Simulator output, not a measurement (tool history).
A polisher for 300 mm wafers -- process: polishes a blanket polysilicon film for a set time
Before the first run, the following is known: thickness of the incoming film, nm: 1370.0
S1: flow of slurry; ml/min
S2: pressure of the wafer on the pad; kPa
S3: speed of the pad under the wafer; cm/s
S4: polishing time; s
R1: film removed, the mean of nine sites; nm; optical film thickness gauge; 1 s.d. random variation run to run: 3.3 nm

| run | day | S1 | S2 | S3 | S4 | R1 |
|---|---|---|---|---|---|---|
| 1 | 0.000 | 150 | 13.8 | 120 | 53 | 327.94 |
| 2 | 0.075 | 160 | 15.2 | 120 | 53 | 365.92 |
| 3 | 0.196 | 170 | 15.9 | 120 | 53 | 381.76 |
| 4 | 0.533 | 170 | 16.5 | 120 | 53 | 400.67 |
| 5 | 0.583 | 185 | 16.5 | 120 | 53 | 404.04 |
| 6 | 0.712 | 150 | 16.5 | 120 | 53 | 392.68 |
| 7 | 0.842 | 160 | 17.2 | 120 | 53 | 410.11 |

Run 8 comes next. What will it give?
| 8 | 1.096 | 170 | 17.9 | 120 | 53 | ? |

Logged for run 8: R1 437.54 nm.
